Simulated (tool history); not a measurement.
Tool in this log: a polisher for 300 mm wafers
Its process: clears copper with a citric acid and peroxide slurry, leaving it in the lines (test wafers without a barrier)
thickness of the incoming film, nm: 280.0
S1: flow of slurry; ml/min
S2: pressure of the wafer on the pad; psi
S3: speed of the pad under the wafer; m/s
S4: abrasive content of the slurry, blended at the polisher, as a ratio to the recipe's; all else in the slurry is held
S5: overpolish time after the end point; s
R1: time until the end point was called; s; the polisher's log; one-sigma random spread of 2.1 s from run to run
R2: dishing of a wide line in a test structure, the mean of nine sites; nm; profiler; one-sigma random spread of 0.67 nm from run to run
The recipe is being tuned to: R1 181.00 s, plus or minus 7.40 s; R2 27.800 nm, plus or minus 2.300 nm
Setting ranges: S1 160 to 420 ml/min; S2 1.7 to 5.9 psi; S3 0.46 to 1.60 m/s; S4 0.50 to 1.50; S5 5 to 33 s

Run 1, hour 0.0: S1 270 ml/min, S2 3.8 psi, S3 1.02 m/s, S4 1.00, S5 17 s. Result: R1 114.79 s, R2 29.723 nm.
Run 2, hour 7.5: S1 270 ml/min, S2 3.6 psi, S3 1.02 m/s, S4 1.00, S5 18 s. Result: R1 119.99 s, R2 30.933 nm.
Run 3, hour 15.9: S1 270 ml/min, S2 3.4 psi, S3 1.02 m/s, S4 1.00, S5 19 s. Result: R1 127.54 s, R2 29.146 nm.
Run 4, hour 18.4: S1 270 ml/min, S2 3.4 psi, S3 1.02 m/s, S4 1.15, S5 19 s. Result: R1 125.74 s, R2 30.553 nm.
Run 5, hour 20.6: S1 270 ml/min, S2 3.2 psi, S3 1.02 m/s, S4 1.15, S5 20 s. Result: R1 130.27 s, R2 32.192 nm.
Run 6, hour 24.7: S1 270 ml/min, S2 3.2 psi, S3 1.02 m/s, S4 1.00, S5 20 s. Result: R1 132.35 s, R2 30.115 nm.
Run 7, hour 30.1: S1 270 ml/min, S2 3.0 psi, S3 1.02 m/s, S4 1.00, S5 21 s. Result: R1 141.02 s, R2 29.803 nm.
Run 8, hour 34.8: S1 270 ml/min, S2 2.9 psi, S3 1.02 m/s, S4 1.00, S5 21 s. Result: R1 144.68 s, R2 29.072 nm.
Run 9, hour 36.1: S1 270 ml/min, S2 2.8 psi, S3 1.02 m/s, S4 1.00, S5 21 s. Result: R1 153.67 s, R2 28.912 nm.
Run 10, hour 40.5: S1 270 ml/min, S2 2.7 psi, S3 1.02 m/s, S4 1.00, S5 21 s. Result: R1 154.80 s, R2 27.761 nm.
Run 11, hour 47.9: S1 270 ml/min, S2 2.6 psi, S3 1.02 m/s, S4 1.00, S5 21 s. Result: R1 159.95 s, R2 27.290 nm.
Run 12, hour 51.7: S1 270 ml/min, S2 2.1 psi, S3 1.02 m/s, S4 1.00, S5 24 s. Result: R1 186.90 s, R2 25.253 nm.

Which one of the following 5 next-run settings gets every result inside its allowed miss? There is exactly one.
Run A, hour 55.5: S1 320 ml/min, S2 1.8 psi, S3 1.08 m/s, S4 0.90, S5 29 s. Result: R1 ?, R2 ?.
Run B, hour 55.5: S1 245 ml/min, S2 2.0 psi, S3 1.08 m/s, S4 1.00, S5 22 s. Result: R1 ?, R2 ?.
Run C, hour 55.5: S1 265 ml/min, S2 2.0 psi, S3 1.14 m/s, S4 0.90, S5 26 s. Result: R1 ?, R2 ?.
Run D, hour 55.5: S1 210 ml/min, S2 2.0 psi, S3 1.12 m/s, S4 1.00, S5 20 s. Result: R1 ?, R2 ?.
Run E, hour 55.5: S1 255 ml/min, S2 2.4 psi, S3 1.06 m/s, S4 0.65, S5 31 s. Result: R1 ?, R2 ?.

move      R1      R2
   A  206.32  27.913
   B  190.68  23.842
   C  184.92  28.082
   D  188.59  22.192
   E  185.46  32.611
A: puts the biggest miss on target and leaves a different result outside tolerance
B: further off than the last run
C: every result lands within tolerance
D: further off than the last run
E: pushes the last run's worst result past its target
C meets every target.
